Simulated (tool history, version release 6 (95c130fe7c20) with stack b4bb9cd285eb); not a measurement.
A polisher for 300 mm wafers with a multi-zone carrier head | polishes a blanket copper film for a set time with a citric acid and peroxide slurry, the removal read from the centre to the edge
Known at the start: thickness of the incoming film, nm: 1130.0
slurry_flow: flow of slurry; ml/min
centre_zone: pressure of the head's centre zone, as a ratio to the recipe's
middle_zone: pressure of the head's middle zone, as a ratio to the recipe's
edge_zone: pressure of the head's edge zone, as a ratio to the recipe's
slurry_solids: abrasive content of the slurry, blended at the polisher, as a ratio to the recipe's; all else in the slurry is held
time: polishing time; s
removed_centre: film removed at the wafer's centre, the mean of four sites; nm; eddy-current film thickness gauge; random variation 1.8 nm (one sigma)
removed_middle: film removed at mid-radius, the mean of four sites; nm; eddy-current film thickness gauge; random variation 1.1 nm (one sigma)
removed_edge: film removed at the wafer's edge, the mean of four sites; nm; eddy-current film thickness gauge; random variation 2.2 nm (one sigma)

run	hour	slurry_flow	centre_zone	middle_zone	edge_zone	slurry_solids	time	removed_centre	removed_middle	removed_edge
1	0.0	135	1.00	1.00	1.00	1.00	61	130.35	121.77	119.19
2	8.9	115	1.00	1.00	1.00	1.00	61	122.85	116.95	119.39
3	13.5	115	1.00	0.94	1.00	1.00	61	125.31	111.21	117.95
4	21.0	120	0.98	0.98	1.03	1.10	61	125.15	119.26	121.79
5	25.5	120	1.04	0.98	1.03	1.10	61	132.28	118.48	122.90
6	28.3	120	1.04	0.92	1.03	1.10	61	131.58	112.80	123.45
7	29.2	155	0.94	1.02	1.13	1.35	63	141.76	143.36	141.77
8	37.5	155	0.92	1.03	1.14	1.35	63	136.82	142.64	146.04
9	40.1	160	0.91	1.05	1.14	1.35	63	133.84	147.48	143.64

Run 10 comes next. What will it give?
10	49.0	165	0.90	1.06	1.15	1.35	63	?	?	?

{"run 10": {"removed_centre": 132.27, "removed_middle": 146.86, "removed_edge": 148.46}}
